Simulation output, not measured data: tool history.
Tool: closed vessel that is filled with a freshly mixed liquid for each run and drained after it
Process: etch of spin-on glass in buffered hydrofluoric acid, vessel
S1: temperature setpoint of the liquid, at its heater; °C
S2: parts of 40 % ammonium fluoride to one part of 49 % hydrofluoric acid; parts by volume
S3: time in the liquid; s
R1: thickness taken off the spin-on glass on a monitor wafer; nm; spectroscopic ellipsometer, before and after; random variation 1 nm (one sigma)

Run 1, day 0: S1 23 °C, S2 11 parts by volume, S3 35 s. Result: R1 175.6 nm.
Run 2, day 0.312: S1 23 °C, S2 8 parts by volume, S3 35 s. Result: R1 234.69 nm.
Run 3, day 0.654: S1 26 °C, S2 8 parts by volume, S3 35 s. Result: R1 275.81 nm.
Run 4, day 0.888: S1 26 °C, S2 5.5 parts by volume, S3 35 s. Result: R1 391.61 nm.
Run 5, day 1.188: S1 25.5 °C, S2 5.5 parts by volume, S3 35 s. Result: R1 379.54 nm.
Run 6, day 1.496: S1 24 °C, S2 5.5 parts by volume, S3 35 s. Result: R1 352.53 nm.
Run 7, day 1.796: S1 23.5 °C, S2 5.5 parts by volume, S3 35 s. Result: R1 341.12 nm.
Run 8, day 2.1: S1 23 °C, S2 5.5 parts by volume, S3 35 s. Result: R1 332.87 nm.

Run 9 comes next. What will it give?
Run 9, day 2.392: S1 22.5 °C, S2 5.5 parts by volume, S3 35 s. Result: R1 ?.

Run 9 gave R1 325.29 nm.
